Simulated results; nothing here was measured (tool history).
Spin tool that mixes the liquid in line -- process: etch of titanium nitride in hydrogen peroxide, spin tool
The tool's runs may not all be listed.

run	hour	temperature setpoint of the liquid (C)	concentration of hydrogen peroxide in the mixed liquid (% by weight)	time under the liquid (s)	thickness taken off the titanium nitride on a monitor wafer (angstrom)
1	0.0	56.0	19.5	300	158.47
2	8.6	57.5	19.5	300	177.41
3	10.7	58.5	19.5	300	186.32
4	19.1	58.5	19.5	320	198.49
5	25.6	59.5	19.5	320	214.49
6	31.1	60.5	19.5	320	228.30
7	32.4	61.0	19.5	320	234.17

Estimate the outcome of run 8 from the log above:
8	35.2	61.5	19.5	320	?

thickness taken off the titanium nitride on a monitor wafer (angstrom): 244.21
